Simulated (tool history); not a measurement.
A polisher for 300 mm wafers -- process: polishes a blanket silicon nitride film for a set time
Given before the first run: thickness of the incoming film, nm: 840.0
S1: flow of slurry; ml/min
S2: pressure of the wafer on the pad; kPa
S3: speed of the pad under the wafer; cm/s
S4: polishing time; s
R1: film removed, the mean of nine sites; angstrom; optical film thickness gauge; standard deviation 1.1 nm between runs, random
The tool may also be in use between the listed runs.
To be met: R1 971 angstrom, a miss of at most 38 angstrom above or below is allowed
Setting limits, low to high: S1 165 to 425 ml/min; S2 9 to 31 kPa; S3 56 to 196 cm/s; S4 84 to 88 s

run 1 hour=0 | S1=275 S2=20 S3=126 S4=84 | R1=1368.9
run 2 hour=6.5 | S1=240 S2=20 S3=126 S4=84 | R1=1357.9
run 3 hour=10.8 | S1=240 S2=17.9 S3=126 S4=84 | R1=1222
run 4 hour=18.8 | S1=240 S2=17.9 S3=126 S4=88 | R1=1331.2
-- hour=21.8 slurry nozzle cleaned
run 5 hour=21.8 | S1=240 S2=15.9 S3=124 S4=88 | R1=1228.5
run 6 hour=25.8 | S1=240 S2=15.9 S3=150 S4=88 | R1=1436.7
run 7 hour=33.1 | S1=240 S2=13.8 S3=144 S4=88 | R1=1286
run 8 hour=36.3 | S1=240 S2=12.4 S3=140 S4=88 | R1=1174.5
run 9 hour=41.4 | S1=240 S2=12.4 S3=140 S4=88 | R1=1184.8

Next run, 4 choices. One meets every target within its allowed miss, the rest don't. Which?
run A hour=46.5 | S1=235 S2=13.8 S3=128 S4=84 | R1=?
run B hour=46.5 | S1=255 S2=13.8 S3=154 S4=87 | R1=?
run C hour=46.5 | S1=165 S2=11 S3=134 S4=84 | R1=?
run D hour=46.5 | S1=215 S2=11.7 S3=144 S4=84 | R1=?

move=A R1=1108.7
move=B R1=1339.7
move=C R1=982.08
move=D R1=1100.2
A: an improvement on the last run, though not all results are within tolerance
B: the biggest miss grows against the last run
C: all results land within tolerance of their targets
D: an improvement on the last run, though not all results are within tolerance
C meets every target.

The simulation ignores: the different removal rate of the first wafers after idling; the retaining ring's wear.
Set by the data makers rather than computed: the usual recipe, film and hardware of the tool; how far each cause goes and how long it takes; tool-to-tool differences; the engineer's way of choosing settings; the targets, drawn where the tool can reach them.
